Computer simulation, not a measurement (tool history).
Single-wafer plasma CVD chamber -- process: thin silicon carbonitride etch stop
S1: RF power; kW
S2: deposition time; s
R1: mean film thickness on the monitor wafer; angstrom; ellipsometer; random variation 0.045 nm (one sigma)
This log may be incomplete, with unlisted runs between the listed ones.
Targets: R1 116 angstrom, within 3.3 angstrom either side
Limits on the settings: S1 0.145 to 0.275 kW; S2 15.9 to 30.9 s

run,day,S1,S2,R1
1,0,0.21,23.4,133.64
2,0.142,0.2,22.7,127.87
3,0.362,0.17,22.7,123.19
4,0.462,0.19,22.7,126.87
5,0.675,0.19,24.6,137.04
6,0.925,0.185,23.6,130.85
7,1.025,0.18,22.9,126.26
8,1.238,0.175,22.4,123.03

Of the 4 settings listed for the next run, only one would bring every result within its allowed miss of target. Which one?
A,1.45,0.145,22,?
B,1.45,0.185,23,?
C,1.45,0.225,22.9,?
D,1.45,0.185,21.9,?

move,R1
A,116.44
B,128.24
C,133.47
D,122.1
A: all results land within tolerance of their targets
B: its largest miss is bigger than the last run's
C: its largest miss is bigger than the last run's
D: better than the last run, though not everything is in spec
A is the move that brings every result within its allowed miss.
